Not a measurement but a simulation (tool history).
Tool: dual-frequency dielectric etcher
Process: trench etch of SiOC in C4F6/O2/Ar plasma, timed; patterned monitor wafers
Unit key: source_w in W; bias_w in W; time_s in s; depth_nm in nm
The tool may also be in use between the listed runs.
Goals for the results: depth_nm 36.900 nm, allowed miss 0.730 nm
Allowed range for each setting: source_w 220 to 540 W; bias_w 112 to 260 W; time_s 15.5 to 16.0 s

run	hour	source_w	bias_w	time_s	depth_nm
1	0.0	380	186	15.5	30.511
2	5.8	380	186	15.5	30.430
3	11.9	380	154	15.5	28.605
4	18.9	420	168	15.5	30.960
5	19.8	420	168	16.0	31.893
6	26.5	390	168	16.0	30.750
7	35.0	430	171	16.0	32.544
8	40.3	460	173	16.0	33.654
9	48.4	480	176	16.0	34.577
10	53.2	500	177	16.0	35.440
11	62.2	510	178	16.0	35.745

Which single option among these 4 for the next run brings every result within its allowed miss of target? Just one does.
A	71.2	510	192	15.5	?
B	71.2	510	183	15.5	?
C	71.2	530	186	16.0	?
D	71.2	500	168	16.0	?

move	depth_nm
A	35.661
B	35.089
C	37.091
D	34.869
A: lands further from the targets than the last run did
B: lands further from the targets than the last run did
C: hits every target within its allowed miss
D: lands further from the targets than the last run did
The right move is C.

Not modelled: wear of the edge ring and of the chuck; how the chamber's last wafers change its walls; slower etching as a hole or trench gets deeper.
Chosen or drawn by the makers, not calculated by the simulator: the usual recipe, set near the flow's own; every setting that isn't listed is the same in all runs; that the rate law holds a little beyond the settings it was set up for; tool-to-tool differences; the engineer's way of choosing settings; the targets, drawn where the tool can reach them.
